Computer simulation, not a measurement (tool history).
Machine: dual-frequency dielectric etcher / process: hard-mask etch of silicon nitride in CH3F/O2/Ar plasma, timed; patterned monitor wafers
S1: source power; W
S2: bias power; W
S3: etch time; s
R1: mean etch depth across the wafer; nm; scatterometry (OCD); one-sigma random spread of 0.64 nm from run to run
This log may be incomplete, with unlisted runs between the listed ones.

run  hour   S1  S2     S3      R1
  1   0.0  340  87  115.0  85.281
  2   8.5  350  88  115.0  85.956
  3  15.2  350  88  106.0  78.619
  4  16.2  350  88  106.0  79.186
  5  17.6  350  88  106.0  78.329
  6  19.7  350  81  106.0  76.293
  7  21.3  360  85  106.5  78.453
  8  30.1  360  89  107.0  80.057
  9  39.0  360  92  108.0  82.054
 10  48.0  360  95  108.5  83.180

Run 11 has not been measured yet. What should we expect?
 11  51.7  360  98  109.0   ?

{"run 11": {"R1": 85.123}}
